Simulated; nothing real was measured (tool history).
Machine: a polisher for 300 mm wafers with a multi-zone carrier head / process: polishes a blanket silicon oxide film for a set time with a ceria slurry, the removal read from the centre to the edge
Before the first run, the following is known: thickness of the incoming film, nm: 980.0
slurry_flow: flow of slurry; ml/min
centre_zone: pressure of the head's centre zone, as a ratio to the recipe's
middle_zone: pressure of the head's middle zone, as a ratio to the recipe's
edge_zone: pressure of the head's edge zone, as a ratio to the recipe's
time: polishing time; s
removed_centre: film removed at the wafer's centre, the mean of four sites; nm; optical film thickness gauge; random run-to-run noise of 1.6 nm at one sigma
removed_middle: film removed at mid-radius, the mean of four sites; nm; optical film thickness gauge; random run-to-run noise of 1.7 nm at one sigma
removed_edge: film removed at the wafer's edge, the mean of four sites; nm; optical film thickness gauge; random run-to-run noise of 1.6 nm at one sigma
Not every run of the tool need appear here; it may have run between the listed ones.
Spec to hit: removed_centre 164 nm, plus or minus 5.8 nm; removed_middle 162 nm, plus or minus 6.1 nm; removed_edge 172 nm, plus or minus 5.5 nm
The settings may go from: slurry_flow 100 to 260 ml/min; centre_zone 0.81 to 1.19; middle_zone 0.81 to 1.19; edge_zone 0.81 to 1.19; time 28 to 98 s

{"run": 1, "hour": 0.0, "slurry_flow": 165, "centre_zone": 1, "middle_zone": 1, "edge_zone": 1, "time": 63, "removed_centre": 213.72, "removed_middle": 206.52, "removed_edge": 216.62}
{"run": 2, "hour": 1.0, "slurry_flow": 160, "centre_zone": 0.98, "middle_zone": 0.98, "edge_zone": 0.97, "time": 61, "removed_centre": 202.93, "removed_middle": 202.86, "removed_edge": 203.43}
{"run": 3, "hour": 6.4, "slurry_flow": 120, "centre_zone": 0.98, "middle_zone": 0.98, "edge_zone": 0.97, "time": 61, "removed_centre": 189.11, "removed_middle": 191.83, "removed_edge": 195.04}
{"run": 4, "hour": 8.6, "slurry_flow": 140, "centre_zone": 0.98, "middle_zone": 0.98, "edge_zone": 0.97, "time": 61, "removed_centre": 195.88, "removed_middle": 197.47, "removed_edge": 202.01}
{"run": 5, "hour": 10.6, "slurry_flow": 140, "centre_zone": 0.98, "middle_zone": 1.04, "edge_zone": 0.97, "time": 61, "removed_centre": 199.18, "removed_middle": 204.49, "removed_edge": 200.51}
{"run": 6, "hour": 11.9, "slurry_flow": 140, "centre_zone": 0.91, "middle_zone": 1.04, "edge_zone": 0.97, "time": 61, "removed_centre": 181.38, "removed_middle": 205.65, "removed_edge": 202.98}
{"run": 7, "hour": 18.4, "slurry_flow": 135, "centre_zone": 0.92, "middle_zone": 1, "edge_zone": 0.96, "time": 59, "removed_centre": 178.16, "removed_middle": 195.06, "removed_edge": 190.68}
{"run": 8, "hour": 27.0, "slurry_flow": 130, "centre_zone": 0.93, "middle_zone": 0.97, "edge_zone": 0.97, "time": 58, "removed_centre": 173.3, "removed_middle": 183.56, "removed_edge": 189.17}
{"run": 9, "hour": 34.7, "slurry_flow": 125, "centre_zone": 0.94, "middle_zone": 0.95, "edge_zone": 0.96, "time": 57, "removed_centre": 175.91, "removed_middle": 174.99, "removed_edge": 186.32}
{"run": 10, "hour": 42.4, "slurry_flow": 120, "centre_zone": 0.93, "middle_zone": 0.94, "edge_zone": 0.95, "time": 56, "removed_centre": 169.28, "removed_middle": 173.34, "removed_edge": 181.45}

Which of these 4 next moves meets every target?
{"run": "A", "hour": 50.1, "slurry_flow": 115, "centre_zone": 1.03, "middle_zone": 0.9, "edge_zone": 0.82, "time": 55, "removed_centre": "?", "removed_middle": "?", "removed_edge": "?"}
{"run": "B", "hour": 50.1, "slurry_flow": 125, "centre_zone": 0.92, "middle_zone": 1.03, "edge_zone": 0.88, "time": 58, "removed_centre": "?", "removed_middle": "?", "removed_edge": "?"}
{"run": "C", "hour": 50.1, "slurry_flow": 100, "centre_zone": 0.86, "middle_zone": 0.98, "edge_zone": 0.9, "time": 59, "removed_centre": "?", "removed_middle": "?", "removed_edge": "?"}
{"run": "D", "hour": 50.1, "slurry_flow": 120, "centre_zone": 0.98, "middle_zone": 0.95, "edge_zone": 0.99, "time": 53, "removed_centre": "?", "removed_middle": "?", "removed_edge": "?"}

move=A removed_centre=177.41 removed_middle=161.41 removed_edge=166.56
move=B removed_centre=171.23 removed_middle=188.53 removed_edge=181.35
move=C removed_centre=157.83 removed_middle=179.53 removed_edge=181.84
move=D removed_centre=164.56 removed_middle=162.16 removed_edge=172.56
A: brings the result that was furthest off to its target, and leaves another outside
B: its largest miss is bigger than the last run's
C: its largest miss is bigger than the last run's
D: meets every target
Answer: D

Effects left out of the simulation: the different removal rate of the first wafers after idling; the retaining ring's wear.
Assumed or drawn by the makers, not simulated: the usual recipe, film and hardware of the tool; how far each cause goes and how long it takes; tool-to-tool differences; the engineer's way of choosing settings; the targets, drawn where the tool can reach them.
